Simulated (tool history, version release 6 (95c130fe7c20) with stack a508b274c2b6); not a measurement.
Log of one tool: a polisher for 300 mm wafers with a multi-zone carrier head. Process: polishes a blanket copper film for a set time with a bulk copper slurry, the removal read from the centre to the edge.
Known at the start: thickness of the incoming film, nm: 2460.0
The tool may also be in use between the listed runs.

run,day,flow of slurry (ml/min),pressure of the head's centre zone,pressure of the head's middle zone,pressure of the head's edge zone,abrasive content of the slurry,polishing time (s),film removed at the wafer's centre (nm),film removed at mid-radius (nm),film removed at the wafer's edge (nm)
1,0.000,290,1.00,1.00,1.00,1.00,53,223.20,232.54,226.32
2,0.229,290,1.06,1.00,1.00,1.00,53,240.51,228.24,229.25
3,0.546,315,1.06,1.00,1.00,1.00,53,240.06,228.61,227.03
4,0.912,315,1.06,1.00,1.00,0.85,53,230.18,228.90,223.92
5,1.046,315,1.10,1.00,1.00,0.85,53,239.10,222.23,218.24
6,1.233,315,1.10,1.00,1.00,1.00,53,250.05,227.50,229.44
7,1.350,335,1.00,1.10,1.02,1.25,58,263.66,283.04,262.96

The next listed run, before its measurement:
8,1.512,335,0.99,1.11,1.03,1.25,58,?,?,?

film removed at the wafer's centre (nm): 260.51
film removed at mid-radius (nm): 294.13
film removed at the wafer's edge (nm): 266.30
